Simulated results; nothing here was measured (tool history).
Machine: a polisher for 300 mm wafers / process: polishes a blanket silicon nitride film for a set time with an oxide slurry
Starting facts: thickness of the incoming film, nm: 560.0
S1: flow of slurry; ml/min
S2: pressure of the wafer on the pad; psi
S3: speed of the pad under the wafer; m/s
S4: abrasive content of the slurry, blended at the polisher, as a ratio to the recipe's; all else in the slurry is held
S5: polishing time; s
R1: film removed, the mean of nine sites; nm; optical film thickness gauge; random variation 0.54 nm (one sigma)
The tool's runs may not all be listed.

run	hour	S1	S2	S3	S4	S5	R1
1	0	290	3.7	1.2	1	105	84.225
2	2.7	290	3.6	1.2	1	105	83.242
3	4	290	3.6	1.2	1	105	83.071
4	4.9	290	3.6	1.2	1	110	87.236
5	8.1	290	3.5	1.2	1	110	85.356
6	9	290	3.4	1.2	1	110	84.035
# hour 17.8: slurry nozzle cleaned
7	17.8	290	3.4	1.2	1	110	84.892

Run 8 comes next. What will it give?
8	24.6	290	3.3	1.2	1	110	?

R1: 81.926 nm
